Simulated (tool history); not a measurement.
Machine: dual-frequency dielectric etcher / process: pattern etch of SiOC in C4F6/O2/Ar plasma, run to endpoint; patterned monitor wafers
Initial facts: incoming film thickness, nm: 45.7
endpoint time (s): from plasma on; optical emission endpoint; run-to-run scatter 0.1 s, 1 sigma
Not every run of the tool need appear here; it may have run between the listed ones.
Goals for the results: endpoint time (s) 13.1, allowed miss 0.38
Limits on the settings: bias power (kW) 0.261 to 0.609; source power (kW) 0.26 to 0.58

| run | day | bias power (kW) | source power (kW) | endpoint time (s) |
|---|---|---|---|---|
| 1 | 0 | 0.435 | 0.42 | 15.109 |
| 2 | 0.138 | 0.452 | 0.43 | 14.672 |
| 3 | 0.496 | 0.465 | 0.43 | 14.773 |
| 4 | 0.796 | 0.465 | 0.39 | 15.149 |
| 5 | 0.842 | 0.481 | 0.4 | 14.704 |
| 6 | 1.125 | 0.481 | 0.33 | 15.486 |
| 7 | 1.371 | 0.5 | 0.34 | 15.329 |
| 8 | 1.392 | 0.516 | 0.36 | 15.027 |
| 9 | 1.596 | 0.53 | 0.38 | 14.714 |
| 10 | 1.654 | 0.53 | 0.38 | 14.654 |

Which single option among these 4 for the next run brings every result within its allowed miss of target? Just one does.
| A | 1.712 | 0.593 | 0.41 | ? |
| B | 1.712 | 0.588 | 0.37 | ? |
| C | 1.712 | 0.609 | 0.47 | ? |
| D | 1.712 | 0.542 | 0.4 | ? |

| move | endpoint time (s) |
|---|---|
| A | 13.708 |
| B | 14.082 |
| C | 13.145 |
| D | 14.176 |
A: moves toward the targets from the last run without getting all of them in spec
B: moves toward the targets from the last run without getting all of them in spec
C: hits every target within its allowed miss
D: moves toward the targets from the last run without getting all of them in spec
Correct choice: C, which meets every target
